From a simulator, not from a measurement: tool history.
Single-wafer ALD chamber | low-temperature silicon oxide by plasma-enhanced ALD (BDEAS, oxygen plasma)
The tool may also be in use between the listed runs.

run,hour,heater temperature setpoint (K),number of ALD cycles (cycles),mean film thickness on the monitor wafer (nm)
1,0,368.15,25,3.8349
2,7.5,368.15,22,3.3533
3,10.2,368.15,24,3.6816
4,13.9,366.15,24,3.6976
# hour 19.8: thermocouple changed; heater temperature recalibrated
5,19.8,366.15,21,3.1751
6,25.6,366.15,24,3.6463

The next listed run, before its measurement:
7,31,366.15,25,?

{"run 7": {"mean film thickness on the monitor wafer (nm)": 3.8104}}
